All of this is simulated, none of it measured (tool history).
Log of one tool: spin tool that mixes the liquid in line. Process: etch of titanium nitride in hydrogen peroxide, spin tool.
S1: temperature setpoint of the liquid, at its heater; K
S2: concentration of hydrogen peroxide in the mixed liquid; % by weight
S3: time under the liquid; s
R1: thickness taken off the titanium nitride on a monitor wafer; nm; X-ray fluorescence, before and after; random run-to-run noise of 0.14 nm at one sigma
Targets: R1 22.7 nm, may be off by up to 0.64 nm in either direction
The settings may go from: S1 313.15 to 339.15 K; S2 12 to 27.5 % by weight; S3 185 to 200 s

| run | day | S1 | S2 | S3 | R1 |
|---|---|---|---|---|---|
| 1 | 0 | 329.15 | 18.5 | 185 | 13.585 |
| 2 | 0.217 | 331.15 | 18.5 | 185 | 15.647 |
| 3 | 0.379 | 328.15 | 18.5 | 185 | 12.619 |
| 4 | 0.596 | 330.65 | 18.5 | 185 | 14.868 |
| 5 | 0.646 | 330.65 | 22 | 185 | 15.642 |
| 6 | 0.871 | 332.15 | 22 | 185 | 17.309 |
| 7 | 1.108 | 333.15 | 22 | 185 | 18.275 |
| 8 | 1.271 | 334.15 | 22 | 185 | 19.799 |
| 9 | 1.604 | 334.65 | 22 | 185 | 20.273 |
| 10 | 1.654 | 335.15 | 22 | 185 | 21.163 |
| 11 | 1.962 | 335.65 | 22 | 185 | 21.745 |

4 candidate next runs follow, results not yet known. Just one meets every target within its allowed miss. Identify it.
| A | 2.271 | 335.15 | 22.5 | 200 | ? |
| B | 2.271 | 335.15 | 22.5 | 185 | ? |
| C | 2.271 | 335.15 | 23.5 | 185 | ? |
| D | 2.271 | 337.15 | 21 | 185 | ? |

| move | R1 |
|---|---|
| A | 22.867 |
| B | 21.152 |
| C | 21.352 |
| D | 23.816 |
A: meets every target
B: its largest miss is bigger than the last run's
C: its largest miss is bigger than the last run's
D: takes the result that was furthest off past its target
Move A is the one to make.

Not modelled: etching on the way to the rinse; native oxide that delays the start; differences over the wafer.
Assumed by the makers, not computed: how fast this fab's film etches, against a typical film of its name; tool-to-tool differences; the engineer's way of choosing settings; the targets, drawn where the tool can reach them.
